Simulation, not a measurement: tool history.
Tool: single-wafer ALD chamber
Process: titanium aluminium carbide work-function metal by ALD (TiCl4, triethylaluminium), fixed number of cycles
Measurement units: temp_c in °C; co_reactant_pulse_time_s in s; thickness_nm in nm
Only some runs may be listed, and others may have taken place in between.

run	hour	temp_c	co_reactant_pulse_time_s	thickness_nm
1	0	280	10.14	1.8652
2	5.7	284	10.6	1.9009
3	10.6	287	11.08	1.9269
4	12.1	287	12.63	1.9492
5	18.4	287	9.84	1.9051
6	19.8	287	8.83	1.896
7	28.4	291	9.35	1.9625

Expected results for the next run?
8	34.9	293	9.47	?

Run 8 came out at thickness_nm 1.9656 nm.
